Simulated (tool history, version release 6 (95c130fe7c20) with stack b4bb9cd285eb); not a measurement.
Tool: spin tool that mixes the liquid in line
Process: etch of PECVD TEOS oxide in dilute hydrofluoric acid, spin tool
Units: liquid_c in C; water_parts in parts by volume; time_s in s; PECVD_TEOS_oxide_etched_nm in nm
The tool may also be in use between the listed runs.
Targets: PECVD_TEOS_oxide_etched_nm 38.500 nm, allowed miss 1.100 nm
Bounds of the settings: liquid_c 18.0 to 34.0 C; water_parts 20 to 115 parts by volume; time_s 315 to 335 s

{"run": 1, "day": 0.0, "liquid_c": 26.0, "water_parts": 65, "time_s": 315, "PECVD_TEOS_oxide_etched_nm": 56.832}
{"run": 2, "day": 0.133, "liquid_c": 23.0, "water_parts": 65, "time_s": 315, "PECVD_TEOS_oxide_etched_nm": 51.312}
{"run": 3, "day": 0.458, "liquid_c": 21.5, "water_parts": 65, "time_s": 315, "PECVD_TEOS_oxide_etched_nm": 47.181}
{"run": 4, "day": 0.783, "liquid_c": 20.5, "water_parts": 65, "time_s": 315, "PECVD_TEOS_oxide_etched_nm": 45.659}
{"run": 5, "day": 0.825, "liquid_c": 20.5, "water_parts": 65, "time_s": 335, "PECVD_TEOS_oxide_etched_nm": 48.69}
{"run": 6, "day": 0.921, "liquid_c": 23.0, "water_parts": 65, "time_s": 335, "PECVD_TEOS_oxide_etched_nm": 53.041}
{"run": 7, "day": 1.117, "liquid_c": 21.5, "water_parts": 70, "time_s": 335, "PECVD_TEOS_oxide_etched_nm": 46.906}
{"run": 8, "day": 1.158, "liquid_c": 20.5, "water_parts": 70, "time_s": 335, "PECVD_TEOS_oxide_etched_nm": 44.232}
{"run": 9, "day": 1.442, "liquid_c": 20.0, "water_parts": 70, "time_s": 335, "PECVD_TEOS_oxide_etched_nm": 43.809}
{"run": 10, "day": 1.771, "liquid_c": 19.5, "water_parts": 70, "time_s": 335, "PECVD_TEOS_oxide_etched_nm": 43.326}
{"run": 11, "day": 1.988, "liquid_c": 19.5, "water_parts": 70, "time_s": 335, "PECVD_TEOS_oxide_etched_nm": 43.061}
{"run": 12, "day": 2.338, "liquid_c": 19.0, "water_parts": 70, "time_s": 335, "PECVD_TEOS_oxide_etched_nm": 42.239}

5 next moves are on the table. One of them brings every result within its allowed miss. Which?
{"run": "A", "day": 2.688, "liquid_c": 18.0, "water_parts": 65, "time_s": 315, "PECVD_TEOS_oxide_etched_nm": "?"}
{"run": "B", "day": 2.688, "liquid_c": 19.0, "water_parts": 70, "time_s": 325, "PECVD_TEOS_oxide_etched_nm": "?"}
{"run": "C", "day": 2.688, "liquid_c": 20.5, "water_parts": 80, "time_s": 315, "PECVD_TEOS_oxide_etched_nm": "?"}
{"run": "D", "day": 2.688, "liquid_c": 18.5, "water_parts": 75, "time_s": 335, "PECVD_TEOS_oxide_etched_nm": "?"}
{"run": "E", "day": 2.688, "liquid_c": 18.5, "water_parts": 65, "time_s": 320, "PECVD_TEOS_oxide_etched_nm": "?"}

move=A PECVD_TEOS_oxide_etched_nm=41.465
move=B PECVD_TEOS_oxide_etched_nm=41.216
move=C PECVD_TEOS_oxide_etched_nm=36.791
move=D PECVD_TEOS_oxide_etched_nm=38.604
move=E PECVD_TEOS_oxide_etched_nm=43.031
A: nearer than the last run, and not there yet
B: nearer than the last run, and not there yet
C: takes the result that was furthest off past its target
D: meets every target
E: further off than the last run
The right move is D.
